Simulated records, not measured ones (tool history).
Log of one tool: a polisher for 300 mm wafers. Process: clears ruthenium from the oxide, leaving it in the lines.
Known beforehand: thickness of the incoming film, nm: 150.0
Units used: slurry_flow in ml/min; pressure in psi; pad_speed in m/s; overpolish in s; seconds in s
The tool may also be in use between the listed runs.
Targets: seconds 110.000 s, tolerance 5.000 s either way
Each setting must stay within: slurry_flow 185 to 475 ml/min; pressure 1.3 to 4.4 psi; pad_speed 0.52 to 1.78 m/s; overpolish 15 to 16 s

run  hour  slurry_flow  pressure  pad_speed  overpolish  seconds
  1   0.0          305       2.8       1.14          15   84.865
  2   2.2          305       2.8       1.14          16   84.493
  3   3.6          305       2.8       1.14          16   85.720
  4  11.1          305       2.6       1.14          16   92.089
  5  19.2          305       3.2       1.14          16   72.946
  6  22.3          305       3.0       1.14          16   78.401
  7  27.5          305       2.8       1.14          16   86.170
  8  33.3          305       2.7       1.14          16   88.077
  9  39.7          305       2.6       1.14          16   91.052
 10  47.5          305       2.5       1.14          16   94.412
 11  52.9          305       2.4       1.14          16  100.170
 12  58.8          305       2.3       1.14          16  102.690

Below are 5 possible settings for the next run. Only one of them brings all results inside the allowed miss of their targets. Which is it?
  A  64.7          285       2.6       1.10          16        ?
  B  64.7          325       2.9       0.98          16        ?
  C  64.7          295       2.5       1.16          16        ?
  D  64.7          310       1.9       1.26          15        ?
  E  64.7          265       2.5       1.12          16        ?

move  seconds
   A   93.613
   B   93.410
   C   92.153
   D  110.390
   E   95.990
A: further off than the last run
B: further off than the last run
C: further off than the last run
D: all results land within tolerance of their targets
E: further off than the last run
Go with D: it meets all targets.

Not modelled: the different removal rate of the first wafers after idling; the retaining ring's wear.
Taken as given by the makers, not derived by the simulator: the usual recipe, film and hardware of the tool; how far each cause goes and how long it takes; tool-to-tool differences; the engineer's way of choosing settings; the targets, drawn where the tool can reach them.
